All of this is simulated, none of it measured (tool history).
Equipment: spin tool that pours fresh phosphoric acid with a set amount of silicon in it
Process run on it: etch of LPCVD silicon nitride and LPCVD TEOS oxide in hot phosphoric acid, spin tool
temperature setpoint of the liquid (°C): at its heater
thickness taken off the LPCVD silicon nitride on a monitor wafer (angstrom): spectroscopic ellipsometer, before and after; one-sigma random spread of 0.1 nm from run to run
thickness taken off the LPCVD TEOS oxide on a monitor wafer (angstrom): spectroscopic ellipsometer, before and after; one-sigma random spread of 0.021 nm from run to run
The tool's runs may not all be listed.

| run | hour | temperature setpoint of the liquid (°C) | silicon dissolved in the acid as it is poured (mg a litre) | time under the liquid (s) | thickness taken off the LPCVD silicon nitride on a monitor wafer (angstrom) | thickness taken off the LPCVD TEOS oxide on a monitor wafer (angstrom) |
|---|---|---|---|---|---|---|
| 1 | 0.0 | 163.0 | 12.5 | 180 | 185.40 | 5.4620 |
| 2 | 8.1 | 163.0 | 12.5 | 255 | 259.38 | 8.0016 |
| 3 | 11.9 | 162.5 | 12.5 | 235 | 235.72 | 7.8325 |
| 4 | 18.6 | 162.5 | 7.0 | 235 | 237.69 | 7.9013 |
| 5 | 22.3 | 162.5 | 7.0 | 285 | 285.14 | 9.8858 |
| 6 | 27.3 | 162.5 | 7.0 | 220 | 217.56 | 7.6073 |

What will run 7 give?
| 7 | 29.4 | 162.0 | 8.5 | 205 | ? | ? |

thickness taken off the LPCVD silicon nitride on a monitor wafer (angstrom): 201.72
thickness taken off the LPCVD TEOS oxide on a monitor wafer (angstrom): 6.8746
